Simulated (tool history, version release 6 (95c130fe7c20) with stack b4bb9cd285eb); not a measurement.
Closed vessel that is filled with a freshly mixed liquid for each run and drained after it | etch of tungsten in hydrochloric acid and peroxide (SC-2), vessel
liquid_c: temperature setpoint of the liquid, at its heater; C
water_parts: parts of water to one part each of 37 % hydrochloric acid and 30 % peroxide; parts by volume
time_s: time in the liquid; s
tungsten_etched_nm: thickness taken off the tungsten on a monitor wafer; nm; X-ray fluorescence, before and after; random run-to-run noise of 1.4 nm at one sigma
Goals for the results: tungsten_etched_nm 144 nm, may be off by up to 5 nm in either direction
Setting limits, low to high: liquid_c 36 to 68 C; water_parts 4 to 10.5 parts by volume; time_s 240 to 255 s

run,hour,liquid_c,water_parts,time_s,tungsten_etched_nm
1,0,52,5.5,240,63.757
2,5.4,54,5.5,240,73.507
3,14,54,6.5,240,63.685
4,16.2,55.5,6.5,240,71.139
5,23.7,55.5,5.5,240,80.016
6,28.1,55.5,7.5,240,63.288
7,36.8,57,7.5,240,70.152
8,37.8,65,7.5,240,113.82
9,42.7,65.5,7.5,240,118.1

Of the 5 settings listed for the next run, only one would bring every result within its allowed miss of target. Which one?
A,47.6,65,5,240,?
B,47.6,62.5,4,240,?
C,47.6,65,6.5,245,?
D,47.6,68,8.5,255,?
E,47.6,60,4,255,?

move,tungsten_etched_nm
A,156.56
B,156.68
C,131.62
D,132.91
E,142.48
A: moves the result that the last run missed by most past its target, out the other side
B: moves the result that the last run missed by most past its target, out the other side
C: closer than the last run, but not yet in spec
D: closer than the last run, but not yet in spec
E: in spec on every target
The right move is E.
